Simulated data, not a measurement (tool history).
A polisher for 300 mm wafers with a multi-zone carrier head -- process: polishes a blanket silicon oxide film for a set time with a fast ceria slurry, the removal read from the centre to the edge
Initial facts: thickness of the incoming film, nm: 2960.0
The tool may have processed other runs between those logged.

run  hour  flow of slurry (ml/min)  pressure of the head's centre zone  pressure of the head's middle zone  pressure of the head's edge zone  polishing time (s)  film removed at the wafer's centre (Å)  film removed at mid-radius (Å)  film removed at the wafer's edge (Å)
  1   0.0                      290                                1.00                                1.00                              1.00                  84                                  8766.7                          8470.6                                8417.5
  2   3.7                      290                                1.00                                0.96                              1.00                  84                                  8931.6                          8144.7                                8492.7
  3   7.8                      290                                0.99                                0.96                              0.98                  83                                  8526.2                          8089.4                                8116.8
  4  14.8                      290                                0.99                                0.99                              0.98                  83                                  8726.7                          8258.6                                8487.1
  5  16.9                      295                                0.99                                0.99                              0.98                  81                                  8471.2                          8105.2                                8302.5
  6  21.6                      295                                0.99                                0.95                              0.98                  81                                  8362.8                          7679.9                                8090.1
  7  25.4                      290                                0.99                                0.95                              0.96                  81                                  8354.6                          7869.4                                8152.2
  8  31.9                      285                                1.00                                0.95                              0.96                  80                                  8194.9                          7594.1                                7906.9
  9  33.0                      285                                1.00                                0.95                              0.96                  80                                  8403.8                          7634.6                                7739.3
 10  40.0                      285                                1.00                                0.95                              0.96                  80                                  8343.6                          7774.3                                8152.7
 11  43.6                      300                                1.00                                0.96                              0.97                  79                                  8269.1                          7633.4                                7887.2
 12  52.4                      300                                1.00                                0.96                              0.96                  79                                  8335.7                          7662.9                                7782.5
 13  53.0                      300                                1.00                                0.96                              0.95                  79                                  8414.1                          7658.2                                7679.2

Run 14, settings as shown, results not yet in. Your forecast:
 14  59.6                      300                                1.00                                0.96                              0.94                  79                                       ?                               ?                                     ?

{"run 14": {"film removed at the wafer's centre (Å)": 8152.6, "film removed at mid-radius (Å)": 7824.7, "film removed at the wafer's edge (Å)": 7815.6}}
